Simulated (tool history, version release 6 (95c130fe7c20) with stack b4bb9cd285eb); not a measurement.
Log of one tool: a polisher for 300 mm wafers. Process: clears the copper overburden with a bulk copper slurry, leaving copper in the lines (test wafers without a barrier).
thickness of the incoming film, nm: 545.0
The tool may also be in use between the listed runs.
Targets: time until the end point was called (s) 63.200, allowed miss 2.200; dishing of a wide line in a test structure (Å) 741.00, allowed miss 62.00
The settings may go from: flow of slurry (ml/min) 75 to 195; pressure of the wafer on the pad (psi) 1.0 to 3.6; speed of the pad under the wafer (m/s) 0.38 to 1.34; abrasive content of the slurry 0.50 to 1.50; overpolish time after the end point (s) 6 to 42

run	hour	flow of slurry (ml/min)	pressure of the wafer on the pad (psi)	speed of the pad under the wafer (m/s)	abrasive content of the slurry	overpolish time after the end point (s)	time until the end point was called (s)	dishing of a wide line in a test structure (Å)
1	0.0	125	2.3	0.86	1.00	21	76.214	572.32
2	4.2	100	2.3	0.86	1.00	21	80.739	580.59
3	10.5	100	2.3	0.86	0.90	21	81.283	529.71
4	19.3	100	1.8	0.86	0.90	21	106.000	491.29
5	27.5	100	1.8	0.86	1.05	21	101.380	499.43
6	29.2	110	2.0	0.86	1.05	23	87.736	546.53
7	33.7	145	2.4	0.86	1.05	33	71.194	701.08
8	41.0	150	2.4	0.86	1.05	33	69.822	676.20
9	41.7	155	2.4	0.86	1.05	34	68.542	707.90
10	42.5	160	2.4	0.86	1.05	34	69.682	673.00
11	45.8	160	2.4	0.86	1.05	35	69.020	695.65
12	52.5	165	2.4	0.86	1.05	35	68.109	700.76
13	56.5	170	2.4	0.86	1.05	35	69.555	708.26

5 next moves are on the table. One of them brings every result within its allowed miss. Which?
A	60.5	180	2.5	0.90	1.10	23	?	?
B	60.5	160	2.7	0.80	1.20	17	?	?
C	60.5	175	2.1	0.84	1.05	42	?	?
D	60.5	155	2.7	0.84	1.05	42	?	?
E	60.5	170	2.6	0.92	1.10	24	?	?

move	time until the end point was called (s)	dishing of a wide line in a test structure (Å)
A	62.862	658.79
B	63.578	601.38
C	79.660	677.16
D	63.894	738.78
E	60.026	679.25
A: brings the result that was furthest off to its target, and leaves another outside
B: brings the result that was furthest off to its target, and leaves another outside
C: further off than the last run
D: meets every target
E: takes the result that was furthest off past its target
The right move is D.
